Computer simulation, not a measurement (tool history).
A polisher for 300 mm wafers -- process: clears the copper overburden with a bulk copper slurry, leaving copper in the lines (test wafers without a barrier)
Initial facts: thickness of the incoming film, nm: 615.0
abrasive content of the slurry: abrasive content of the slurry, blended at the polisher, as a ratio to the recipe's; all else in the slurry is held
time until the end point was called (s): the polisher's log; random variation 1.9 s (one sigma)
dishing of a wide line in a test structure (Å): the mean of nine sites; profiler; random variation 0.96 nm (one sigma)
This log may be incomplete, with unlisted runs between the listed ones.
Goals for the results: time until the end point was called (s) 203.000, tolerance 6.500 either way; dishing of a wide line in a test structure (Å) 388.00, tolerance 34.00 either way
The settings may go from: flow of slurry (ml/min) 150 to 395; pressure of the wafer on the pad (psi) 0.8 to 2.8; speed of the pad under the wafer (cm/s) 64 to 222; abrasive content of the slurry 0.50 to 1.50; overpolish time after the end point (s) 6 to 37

run  hour  flow of slurry (ml/min)  pressure of the wafer on the pad (psi)  speed of the pad under the wafer (cm/s)  abrasive content of the slurry  overpolish time after the end point (s)  time until the end point was called (s)  dishing of a wide line in a test structure (Å)
  1   0.0                      250                                     1.8                                      142                            1.00                                       19                                   82.022                                          531.23
  2   1.5                      250                                     2.2                                      142                            1.00                                       19                                   65.930                                          610.68
  3   2.6                      200                                     2.2                                      142                            1.00                                       19                                   68.418                                          617.12
  4  10.6                      200                                     2.2                                      126                            1.00                                       19                                   76.087                                          573.31
  5  14.3                      200                                     2.5                                      126                            1.00                                       19                                   67.246                                          614.05
  6  16.3                      200                                     2.8                                      126                            1.00                                       19                                   58.995                                          614.81
  7  18.8                      190                                     2.3                                       86                            0.95                                       10                                  104.590                                          354.28
  8  23.4                      185                                     1.9                                       86                            0.95                                       14                                  126.190                                          366.25
  9  28.7                      180                                     1.6                                       86                            0.95                                       17                                  150.020                                          365.28
 10  30.3                      175                                     1.4                                       86                            0.95                                       19                                  169.960                                          364.13
 11  31.0                      170                                     1.3                                       86                            0.95                                       21                                  180.910                                          373.00
 12  35.3                      170                                     1.2                                       86                            0.95                                       22                                  197.290                                          357.58
 13  41.8                      170                                     1.2                                       86                            0.95                                       23                                  196.260                                          392.24

Exercise: of the 5 proposed moves below, exactly one satisfies all targets within the stated allowed misses. Which move is it?
  A  48.3                      200                                     1.1                                       86                            1.05                                       27                                        ?                                               ?
  B  48.3                      155                                     1.3                                       88                            0.90                                       25                                        ?                                               ?
  C  48.3                      175                                     1.0                                      106                            1.05                                       32                                        ?                                               ?
  D  48.3                      155                                     1.1                                      104                            0.80                                       25                                        ?                                               ?
  E  48.3                      185                                     1.4                                       74                            0.90                                       19                                        ?                                               ?

move  time until the end point was called (s)  dishing of a wide line in a test structure (Å)
   A                                  201.760                                          388.89
   B                                  181.980                                          401.86
   C                                  187.750                                          433.53
   D                                  192.260                                          382.74
   E                                  191.500                                          331.55
A: every result lands within tolerance
B: the biggest miss grows against the last run
C: the biggest miss grows against the last run
D: the biggest miss grows against the last run
E: the biggest miss grows against the last run
The move that meets every target is A.
